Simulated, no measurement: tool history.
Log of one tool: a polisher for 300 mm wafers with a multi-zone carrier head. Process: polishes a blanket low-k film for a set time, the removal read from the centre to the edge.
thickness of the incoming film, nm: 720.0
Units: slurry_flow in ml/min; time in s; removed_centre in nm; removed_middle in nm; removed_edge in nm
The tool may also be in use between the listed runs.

run    day  slurry_flow  centre_zone  middle_zone  edge_zone  slurry_solids  time  removed_centre  removed_middle  removed_edge
  1  0.000          305         1.00         1.00       1.00           1.00    52          32.480          32.191        32.154
  2  0.279          305         0.99         1.02       1.02           1.05    52          33.568          33.815        33.341
  3  0.504          305         0.94         1.02       1.02           1.05    52          31.277          33.624        33.698
  4  0.688          305         0.94         1.04       1.03           1.10    52          33.066          35.326        34.635
  5  0.992          305         0.93         1.05       1.04           1.15    52          33.086          36.944        35.888
  6  1.321          305         0.99         1.05       1.04           1.15    52          35.235          36.849        35.734
  7  1.521          305         0.99         1.06       1.06           1.20    52          36.116          37.522        36.835
  8  1.812          305         0.99         1.06       1.06           1.20    52          35.517          37.611        36.521
  9  2.083          305         0.99         1.07       1.07           1.25    52          36.586          39.167        37.436
 10  2.108          305         0.98         1.08       1.08           1.30    52          36.902          39.819        38.455
 11  2.208          305         0.98         1.09       1.09           1.35    52          37.370          40.436        39.218
 12  2.442          310         0.98         1.10       1.10           1.35    52          38.306          40.869        39.752

Forecast run 13:
 13  2.671          310         0.97         1.11       1.10           1.35    52               ?               ?             ?

{"run 13": {"removed_centre": 37.797, "removed_middle": 41.501, "removed_edge": 39.677}}
